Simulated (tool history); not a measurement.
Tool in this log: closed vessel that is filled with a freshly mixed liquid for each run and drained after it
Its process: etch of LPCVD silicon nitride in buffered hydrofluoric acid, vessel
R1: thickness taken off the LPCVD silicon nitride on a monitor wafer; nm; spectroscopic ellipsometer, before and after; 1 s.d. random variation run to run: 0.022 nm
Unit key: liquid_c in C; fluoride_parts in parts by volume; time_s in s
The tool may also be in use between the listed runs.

Run 1, hour 0.0: liquid_c 24.0 C, fluoride_parts 14.5 parts by volume, time_s 590 s. Result: R1 6.4901 nm.
Run 2, hour 5.0: liquid_c 24.0 C, fluoride_parts 14.5 parts by volume, time_s 380 s. Result: R1 4.2065 nm.
Run 3, hour 12.5: liquid_c 24.0 C, fluoride_parts 14.5 parts by volume, time_s 590 s. Result: R1 6.5049 nm.
Run 4, hour 17.1: liquid_c 24.0 C, fluoride_parts 19.0 parts by volume, time_s 590 s. Result: R1 4.9793 nm.
Run 5, hour 19.4: liquid_c 24.0 C, fluoride_parts 19.0 parts by volume, time_s 590 s. Result: R1 4.9210 nm.
Run 6, hour 22.6: liquid_c 24.0 C, fluoride_parts 16.5 parts by volume, time_s 590 s. Result: R1 5.6867 nm.

Run 7 has not been measured yet. What should we expect?
Run 7, hour 24.5: liquid_c 23.5 C, fluoride_parts 16.5 parts by volume, time_s 590 s. Result: R1 ?.

Run 7 yielded R1 5.5968 nm.

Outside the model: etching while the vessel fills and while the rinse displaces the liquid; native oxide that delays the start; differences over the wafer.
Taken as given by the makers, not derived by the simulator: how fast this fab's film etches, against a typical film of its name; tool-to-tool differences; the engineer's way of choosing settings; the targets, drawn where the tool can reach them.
